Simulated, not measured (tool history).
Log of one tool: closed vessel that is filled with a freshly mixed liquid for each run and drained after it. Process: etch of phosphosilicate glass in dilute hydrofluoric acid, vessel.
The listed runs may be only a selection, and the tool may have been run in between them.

| run | hour | temperature setpoint of the liquid (C) | parts of water to one part of 49 % hydrofluoric acid (parts by volume) | time in the liquid (s) | thickness taken off the phosphosilicate glass on a monitor wafer (nm) |
|---|---|---|---|---|---|
| 1 | 0.0 | 24.0 | 210 | 30 | 12.7030 |
| 2 | 8.5 | 25.5 | 200 | 30 | 13.8020 |
| 3 | 14.6 | 25.5 | 175 | 30 | 16.2510 |
| 4 | 16.8 | 25.5 | 245 | 30 | 10.9030 |
| 5 | 20.0 | 25.5 | 275 | 30 | 9.4053 |
| 6 | 25.5 | 27.0 | 245 | 30 | 11.4840 |
| 7 | 29.9 | 28.0 | 225 | 30 | 13.4550 |
| 8 | 37.8 | 29.0 | 210 | 30 | 14.8780 |
| 9 | 40.1 | 29.0 | 210 | 30 | 15.2240 |
| 10 | 42.5 | 29.5 | 200 | 30 | 16.2400 |

Predict the results of run 11:
| 11 | 50.0 | 30.0 | 190 | 30 | ? |

Run 11 yielded thickness taken off the phosphosilicate glass on a monitor wafer (nm) 17.3780.
